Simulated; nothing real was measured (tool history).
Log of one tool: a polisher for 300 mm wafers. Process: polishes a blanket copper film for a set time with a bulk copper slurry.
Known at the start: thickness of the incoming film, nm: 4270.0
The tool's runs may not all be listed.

| run | hour | flow of slurry (ml/min) | pressure of the wafer on the pad (kPa) | speed of the pad under the wafer (cm/s) | abrasive content of the slurry | polishing time (s) | film removed (nm) |
|---|---|---|---|---|---|---|---|
| 1 | 0.0 | 320 | 20.7 | 98 | 1.0 | 51 | 495.14 |
| 2 | 5.1 | 320 | 24.8 | 98 | 1.0 | 51 | 606.41 |
| 3 | 11.0 | 320 | 23.4 | 98 | 1.0 | 51 | 574.46 |
| 4 | 19.0 | 320 | 23.4 | 98 | 1.0 | 46 | 512.07 |
| 5 | 22.5 | 320 | 22.1 | 98 | 1.0 | 46 | 477.94 |
| 6 | 31.5 | 320 | 22.1 | 74 | 1.0 | 46 | 372.41 |
| 7 | 34.0 | 320 | 21.4 | 74 | 1.0 | 46 | 363.31 |
| 8 | 40.5 | 320 | 20.7 | 74 | 1.0 | 46 | 344.80 |
| 9 | 48.4 | 320 | 20.0 | 74 | 1.0 | 46 | 339.89 |

Forecast run 10:
| 10 | 51.5 | 320 | 19.3 | 74 | 1.0 | 46 | ? |

{"run 10": {"film removed (nm)": 331.83}}

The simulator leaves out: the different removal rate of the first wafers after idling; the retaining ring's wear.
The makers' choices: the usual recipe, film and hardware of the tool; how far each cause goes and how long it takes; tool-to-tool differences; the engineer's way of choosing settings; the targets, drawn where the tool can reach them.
